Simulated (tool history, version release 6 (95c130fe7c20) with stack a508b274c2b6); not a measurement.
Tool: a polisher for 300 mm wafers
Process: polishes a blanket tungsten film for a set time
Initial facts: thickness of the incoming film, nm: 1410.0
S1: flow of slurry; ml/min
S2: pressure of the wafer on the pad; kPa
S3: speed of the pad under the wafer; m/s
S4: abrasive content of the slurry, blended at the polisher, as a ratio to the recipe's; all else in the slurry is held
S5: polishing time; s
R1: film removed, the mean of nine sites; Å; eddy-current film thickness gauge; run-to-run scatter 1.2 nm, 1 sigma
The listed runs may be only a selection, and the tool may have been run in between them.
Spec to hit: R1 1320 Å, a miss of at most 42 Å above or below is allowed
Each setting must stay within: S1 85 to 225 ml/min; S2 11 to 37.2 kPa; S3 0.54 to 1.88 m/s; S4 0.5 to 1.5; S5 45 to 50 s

run,day,S1,S2,S3,S4,S5,R1
1,0,145,24.1,1.2,1,50,2573
2,0.362,145,24.1,1.2,1.1,50,2630.1
3,0.433,140,22.1,1.18,1.1,50,2391
4,0.562,155,22.1,1.18,1.1,50,2396.7
5,0.658,155,17.2,1.18,1.1,50,1877.4
6,0.717,155,20.7,1.18,1.1,50,2249.9
7,0.946,155,19.3,1.16,1.1,50,2109.8
8,1.2,150,17.9,1.14,1.1,50,1887
9,1.521,145,16.5,1.14,1.1,50,1738.8
10,1.625,140,15.9,1.14,1.1,50,1685

Consider the 4 candidate settings below. Which is the only one whose results all fall within their allowed miss of target?
A,1.729,140,15.9,0.86,1.3,48,?
B,1.729,155,17.2,1.3,1.4,50,?
C,1.729,120,18.6,0.76,1.1,45,?
D,1.729,130,20.7,1.02,1.25,47,?

move,R1
A,1311.6
B,2178.1
C,1212.1
D,1870.2
A: every result lands within tolerance
B: the biggest miss grows against the last run
C: the result that was furthest off in the last run now lies on the other side of its target
D: the biggest miss grows against the last run
Move A is the one to make.
